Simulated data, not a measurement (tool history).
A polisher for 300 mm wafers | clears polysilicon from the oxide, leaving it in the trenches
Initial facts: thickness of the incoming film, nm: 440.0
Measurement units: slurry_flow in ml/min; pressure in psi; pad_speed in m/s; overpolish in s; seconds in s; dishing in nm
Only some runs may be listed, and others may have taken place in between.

Run 1, hour 0.0: slurry_flow 215 ml/min, pressure 3.3 psi, pad_speed 1.04 m/s, overpolish 28 s. Result: seconds 25.111 s, dishing 72.524 nm.
Run 2, hour 7.2: slurry_flow 215 ml/min, pressure 3.1 psi, pad_speed 1.04 m/s, overpolish 28 s. Result: seconds 27.429 s, dishing 70.159 nm.
Run 3, hour 13.6: slurry_flow 215 ml/min, pressure 3.0 psi, pad_speed 1.00 m/s, overpolish 29 s. Result: seconds 29.007 s, dishing 68.326 nm.
Run 4, hour 21.0: slurry_flow 205 ml/min, pressure 2.9 psi, pad_speed 0.96 m/s, overpolish 26 s. Result: seconds 31.606 s, dishing 73.793 nm.
Run 5, hour 27.7: slurry_flow 205 ml/min, pressure 2.8 psi, pad_speed 0.96 m/s, overpolish 27 s. Result: seconds 31.995 s, dishing 70.965 nm.
Run 6, hour 35.7: slurry_flow 205 ml/min, pressure 2.8 psi, pad_speed 0.96 m/s, overpolish 18 s. Result: seconds 31.843 s, dishing 67.009 nm.

Run 7, settings as shown, results not yet in. Your forecast:
Run 7, hour 40.4: slurry_flow 200 ml/min, pressure 2.7 psi, pad_speed 0.96 m/s, overpolish 19 s. Result: seconds ?, dishing ?.

Logged for run 7: seconds 33.622 s, dishing 67.579 nm.

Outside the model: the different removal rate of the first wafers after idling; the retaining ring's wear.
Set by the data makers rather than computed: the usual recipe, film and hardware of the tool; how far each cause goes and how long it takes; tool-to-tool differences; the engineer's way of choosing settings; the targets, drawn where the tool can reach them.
